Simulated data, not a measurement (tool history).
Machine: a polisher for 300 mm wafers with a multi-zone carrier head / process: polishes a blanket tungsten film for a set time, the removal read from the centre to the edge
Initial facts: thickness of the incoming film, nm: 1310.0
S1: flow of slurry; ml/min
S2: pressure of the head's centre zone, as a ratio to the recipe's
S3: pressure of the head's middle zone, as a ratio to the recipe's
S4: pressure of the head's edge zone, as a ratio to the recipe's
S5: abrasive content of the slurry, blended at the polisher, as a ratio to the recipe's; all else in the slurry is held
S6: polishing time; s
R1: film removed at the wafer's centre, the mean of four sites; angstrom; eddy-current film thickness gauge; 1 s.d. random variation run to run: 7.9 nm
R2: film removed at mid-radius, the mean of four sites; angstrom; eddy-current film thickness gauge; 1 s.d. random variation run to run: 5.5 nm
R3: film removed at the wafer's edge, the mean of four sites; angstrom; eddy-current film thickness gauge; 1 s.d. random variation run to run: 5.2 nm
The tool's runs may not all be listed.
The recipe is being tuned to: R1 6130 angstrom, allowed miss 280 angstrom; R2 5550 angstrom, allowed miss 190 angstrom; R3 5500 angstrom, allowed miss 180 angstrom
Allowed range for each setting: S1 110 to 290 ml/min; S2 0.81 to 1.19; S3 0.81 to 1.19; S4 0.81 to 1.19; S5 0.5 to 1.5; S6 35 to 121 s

run  hour   S1    S2    S3    S4    S5  S6      R1      R2      R3
  1     0  185     1     1     1     1  78  4050.7  4022.3  3921.3
  2   5.1  185     1     1     1  1.15  78  4168.8    4189  4042.5
  3   7.8  190  1.02     1  1.02   1.2  79    4377  4294.9  4278.9
  4  16.7  190  1.02  0.92  1.02   1.2  79  4292.1    3978  4232.8
  5  18.2  195  1.04  0.94  1.03  1.25  80    4491  4211.4    4247
  6  26.9  195  1.05  0.94  1.04   1.3  82  4699.6    4338  4465.7
  7  27.4  195  1.06  0.95  1.05  1.35  83    4832  4448.7  4482.8
  8    35  240  1.09  0.97  1.12   1.5  97  6255.6    5569  5717.8
  9  35.7  240  1.09  0.97  1.12   1.5  97  6096.6  5492.1  5711.9
 10    44  240  1.09  0.97  1.11   1.5  97  6215.6  5681.3  5753.2
 11  51.9  240  1.09  0.97  1.11   1.5  97  6124.3  5591.1  5678.1

Consider the 4 candidate settings below. Which is the only one whose results all fall within their allowed miss of target?
  A  59.8  245  1.04  0.97  1.14   1.5   97   ?   ?   ?
  B  59.8  210  1.14  1.02  1.13  1.45   95   ?   ?   ?
  C  59.8  255  0.99  1.01  1.11   1.5  100   ?   ?   ?
  D  59.8  195  1.13  0.94  1.18  1.45  102   ?   ?   ?

move      R1      R2      R3
   A  5793.1  5585.4  5804.3
   B    6044  5549.8  5534.6
   C  5713.7    5987  5937.6
   D  6354.3  5505.4  6008.1
A: moves away from the targets compared with the last run
B: each result inside its tolerance
C: moves away from the targets compared with the last run
D: moves away from the targets compared with the last run
B meets every target.
